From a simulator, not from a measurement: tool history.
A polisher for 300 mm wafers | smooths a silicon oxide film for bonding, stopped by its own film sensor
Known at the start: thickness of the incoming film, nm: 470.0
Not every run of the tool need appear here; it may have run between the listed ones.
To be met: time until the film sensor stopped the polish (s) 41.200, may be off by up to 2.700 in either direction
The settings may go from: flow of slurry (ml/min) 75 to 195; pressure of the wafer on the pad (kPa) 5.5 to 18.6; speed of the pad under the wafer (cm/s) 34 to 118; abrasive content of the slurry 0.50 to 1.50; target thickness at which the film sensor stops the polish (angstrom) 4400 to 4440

run	hour	flow of slurry (ml/min)	pressure of the wafer on the pad (kPa)	speed of the pad under the wafer (cm/s)	abrasive content of the slurry	target thickness at which the film sensor stops the polish (angstrom)	time until the film sensor stopped the polish (s)
1	0.0	125	11.7	76	1.00	4400	62.320
2	6.4	125	13.1	76	1.00	4400	55.697
3	9.1	125	13.1	76	1.00	4440	48.422
4	12.8	145	13.1	76	1.00	4440	47.628
5	16.9	145	13.8	76	1.00	4440	46.092
6	25.7	145	13.8	76	1.00	4400	50.039
7	29.5	145	14.5	76	1.00	4400	48.236
8	35.8	145	15.2	76	1.00	4400	47.938
9	39.1	145	15.9	76	1.00	4400	47.118

Exactly one of the 4 candidate moves below puts every result within its allowed miss. Which one?
A	42.4	155	15.2	66	0.95	4400	?
B	42.4	155	15.2	58	0.95	4400	?
C	42.4	130	17.9	76	1.15	4440	?
D	42.4	145	15.9	78	1.00	4420	?

move	time until the film sensor stopped the polish (s)
A	52.410
B	57.288
C	33.539
D	41.292
A: further off than the last run
B: further off than the last run
C: takes the biggest miss from the last run beyond its target
D: each result inside its tolerance
The right move is D.
